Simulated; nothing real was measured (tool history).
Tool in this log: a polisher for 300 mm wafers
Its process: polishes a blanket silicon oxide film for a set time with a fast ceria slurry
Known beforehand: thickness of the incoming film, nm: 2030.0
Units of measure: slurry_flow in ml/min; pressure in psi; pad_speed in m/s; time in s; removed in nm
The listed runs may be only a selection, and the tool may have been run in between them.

| run | hour | slurry_flow | pressure | pad_speed | time | removed |
|---|---|---|---|---|---|---|
| 1 | 0.0 | 175 | 3.1 | 0.92 | 49 | 820.31 |
| 2 | 3.2 | 175 | 3.1 | 1.02 | 49 | 920.76 |
| 3 | 8.9 | 190 | 3.1 | 1.02 | 49 | 950.32 |
| 4 | 14.8 | 195 | 3.2 | 1.02 | 49 | 949.51 |
| 5 | 22.9 | 195 | 3.3 | 1.02 | 49 | 1001.10 |
| 6 | 24.2 | 220 | 3.3 | 1.02 | 49 | 997.83 |

Run 7, settings as shown, results not yet in. Your forecast:
| 7 | 31.4 | 220 | 3.3 | 1.02 | 49 | ? |

{"run 7": {"removed": 994.78}}

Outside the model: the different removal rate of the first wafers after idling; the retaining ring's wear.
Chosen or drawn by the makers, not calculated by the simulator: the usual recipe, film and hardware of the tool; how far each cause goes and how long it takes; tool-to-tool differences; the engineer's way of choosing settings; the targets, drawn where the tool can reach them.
